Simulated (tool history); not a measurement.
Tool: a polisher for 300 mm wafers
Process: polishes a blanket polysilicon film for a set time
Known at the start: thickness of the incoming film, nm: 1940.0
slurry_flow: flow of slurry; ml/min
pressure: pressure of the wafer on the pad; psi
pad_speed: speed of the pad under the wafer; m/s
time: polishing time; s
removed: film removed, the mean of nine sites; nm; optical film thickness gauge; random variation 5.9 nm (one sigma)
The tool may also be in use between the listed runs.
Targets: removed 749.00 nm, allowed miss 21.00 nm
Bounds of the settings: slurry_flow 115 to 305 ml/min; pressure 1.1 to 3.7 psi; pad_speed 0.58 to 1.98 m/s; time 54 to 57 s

run  hour  slurry_flow  pressure  pad_speed  time  removed
  1   0.0          195       2.4       1.28    54   503.38
  2   5.8          195       2.6       1.28    54   536.20
  3  14.1          195       2.6       0.98    54   419.97
  4  17.2          195       2.6       0.98    54   420.93
  5  25.0          195       2.6       0.98    57   439.34
  6  30.8          200       2.8       1.00    57   481.56
  7  34.3          200       2.9       1.02    57   509.41
  8  35.8          200       3.0       1.04    57   534.60
  9  36.5          200       3.1       1.06    57   565.31
 10  45.0          200       3.2       1.08    57   587.94
 11  52.0          200       3.3       1.10    57   620.64
 12  56.3          200       3.4       1.10    57   633.77
 13  62.8          205       3.4       1.10    57   648.30
 14  67.7          210       3.4       1.10    57   645.95
 15  69.0          215       3.4       1.10    57   656.27
 16  74.4          225       3.4       1.10    57   649.29
 17  81.1          225       3.6       1.14    57   700.18

Which of these 5 next moves meets every target?
  A  87.8          265       3.6       1.06    56        ?
  B  87.8          225       3.7       1.16    57        ?
  C  87.8          115       3.4       1.28    54        ?
  D  87.8          230       3.6       1.28    56        ?
  E  87.8          215       3.6       1.12    56        ?

move  removed
   A   662.62
   B   744.96
   C   666.03
   D   785.35
   E   685.83
A: further off than the last run
B: meets every target
C: further off than the last run
D: takes the result that was furthest off past its target
E: further off than the last run
Answer: B
